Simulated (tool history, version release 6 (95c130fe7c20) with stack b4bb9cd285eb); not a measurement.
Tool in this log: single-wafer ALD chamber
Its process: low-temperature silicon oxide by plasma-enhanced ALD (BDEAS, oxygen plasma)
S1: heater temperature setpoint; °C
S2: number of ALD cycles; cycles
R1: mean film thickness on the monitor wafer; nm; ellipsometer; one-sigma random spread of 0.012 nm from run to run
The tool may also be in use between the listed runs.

| run | hour | S1 | S2 | R1 |
|---|---|---|---|---|
| 1 | 0 | 100 | 33 | 4.3537 |
| 2 | 5.5 | 100 | 38 | 5.0124 |
| 3 | 9 | 100 | 42 | 5.5289 |
| 4 | 10.2 | 108 | 42 | 5.4513 |
| 5 | 17.9 | 112 | 36 | 4.6314 |
| 6 | 26.9 | 114 | 32 | 4.0959 |
| 7 | 35.6 | 116 | 30 | 3.8105 |
| 8 | 38.5 | 122 | 26 | 3.2801 |

The next listed run, before its measurement:
| 9 | 45.8 | 120 | 26 | ? |

Run 9 gave R1 3.2808 nm.
